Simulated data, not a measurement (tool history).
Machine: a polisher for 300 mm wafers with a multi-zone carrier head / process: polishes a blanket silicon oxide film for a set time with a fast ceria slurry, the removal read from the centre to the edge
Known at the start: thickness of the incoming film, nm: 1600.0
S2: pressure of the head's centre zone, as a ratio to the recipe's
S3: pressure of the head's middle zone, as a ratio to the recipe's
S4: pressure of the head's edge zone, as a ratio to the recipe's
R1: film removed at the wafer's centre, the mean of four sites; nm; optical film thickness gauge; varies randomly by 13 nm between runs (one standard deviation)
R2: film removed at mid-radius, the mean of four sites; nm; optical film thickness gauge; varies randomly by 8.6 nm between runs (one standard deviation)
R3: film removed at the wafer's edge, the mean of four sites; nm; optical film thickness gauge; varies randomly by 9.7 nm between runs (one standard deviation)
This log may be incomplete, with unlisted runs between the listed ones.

{"run": 1, "hour": 0.0, "flow of slurry (ml/min)": 125, "S2": 1.0, "S3": 1.0, "S4": 1.0, "polishing time (s)": 36, "R1": 569.44, "R2": 600.06, "R3": 595.73}
{"run": 2, "hour": 1.9, "flow of slurry (ml/min)": 125, "S2": 1.0, "S3": 1.05, "S4": 1.0, "polishing time (s)": 36, "R1": 573.1, "R2": 631.57, "R3": 602.1}
{"run": 3, "hour": 8.1, "flow of slurry (ml/min)": 130, "S2": 1.01, "S3": 1.05, "S4": 1.02, "polishing time (s)": 37, "R1": 598.73, "R2": 660.91, "R3": 628.87}
{"run": 4, "hour": 12.6, "flow of slurry (ml/min)": 130, "S2": 1.01, "S3": 1.05, "S4": 1.09, "polishing time (s)": 37, "R1": 589.35, "R2": 648.27, "R3": 657.71}
{"run": 5, "hour": 15.8, "flow of slurry (ml/min)": 130, "S2": 1.01, "S3": 1.01, "S4": 1.09, "polishing time (s)": 37, "R1": 612.4, "R2": 636.34, "R3": 642.25}
{"run": 6, "hour": 16.4, "flow of slurry (ml/min)": 130, "S2": 1.02, "S3": 1.02, "S4": 1.1, "polishing time (s)": 38, "R1": 614.67, "R2": 665.78, "R3": 658.87}
{"run": 7, "hour": 17.7, "flow of slurry (ml/min)": 135, "S2": 1.02, "S3": 1.01, "S4": 1.11, "polishing time (s)": 39, "R1": 663.38, "R2": 679.47, "R3": 705.93}
{"run": 8, "hour": 26.6, "flow of slurry (ml/min)": 140, "S2": 1.03, "S3": 1.03, "S4": 1.12, "polishing time (s)": 39, "R1": 651.47, "R2": 682.69, "R3": 709.63}
{"run": 9, "hour": 27.7, "flow of slurry (ml/min)": 140, "S2": 1.05, "S3": 1.04, "S4": 1.11, "polishing time (s)": 40, "R1": 691.49, "R2": 704.25, "R3": 713.17}
{"run": 10, "hour": 31.6, "flow of slurry (ml/min)": 145, "S2": 1.06, "S3": 1.05, "S4": 1.12, "polishing time (s)": 41, "R1": 708.67, "R2": 739.34, "R3": 739.2}
{"run": 11, "hour": 33.6, "flow of slurry (ml/min)": 150, "S2": 1.07, "S3": 1.05, "S4": 1.13, "polishing time (s)": 42, "R1": 731.53, "R2": 753.53, "R3": 759.72}
{"run": 12, "hour": 34.6, "flow of slurry (ml/min)": 155, "S2": 1.08, "S3": 1.05, "S4": 1.13, "polishing time (s)": 43, "R1": 771.19, "R2": 770.73, "R3": 785.62}
{"run": 13, "hour": 40.1, "flow of slurry (ml/min)": 155, "S2": 1.09, "S3": 1.06, "S4": 1.13, "polishing time (s)": 44, "R1": 804.03, "R2": 796.61, "R3": 811.63}
{"run": 14, "hour": 44.7, "flow of slurry (ml/min)": 155, "S2": 1.09, "S3": 1.07, "S4": 1.13, "polishing time (s)": 44, "R1": 779.42, "R2": 803.16, "R3": 803.31}
{"run": 15, "hour": 50.7, "flow of slurry (ml/min)": 160, "S2": 1.09, "S3": 1.07, "S4": 1.13, "polishing time (s)": 44, "R1": 800.77, "R2": 814.45, "R3": 803.02}
{"hour": 52.7, "done": "centre zone pressure recalibrated"}
{"run": 16, "hour": 52.7, "flow of slurry (ml/min)": 160, "S2": 1.09, "S3": 1.07, "S4": 1.14, "polishing time (s)": 44, "R1": 890.78, "R2": 808.9, "R3": 805.18}
{"run": 17, "hour": 59.0, "flow of slurry (ml/min)": 160, "S2": 1.09, "S3": 1.07, "S4": 1.14, "polishing time (s)": 44, "R1": 858.59, "R2": 821.65, "R3": 810.81}

The next listed run, before its measurement:
{"run": 18, "hour": 63.9, "flow of slurry (ml/min)": 160, "S2": 1.08, "S3": 1.07, "S4": 1.15, "polishing time (s)": 44, "R1": "?", "R2": "?", "R3": "?"}

R1: 863.92 nm
R2: 816.67 nm
R3: 805.76 nm
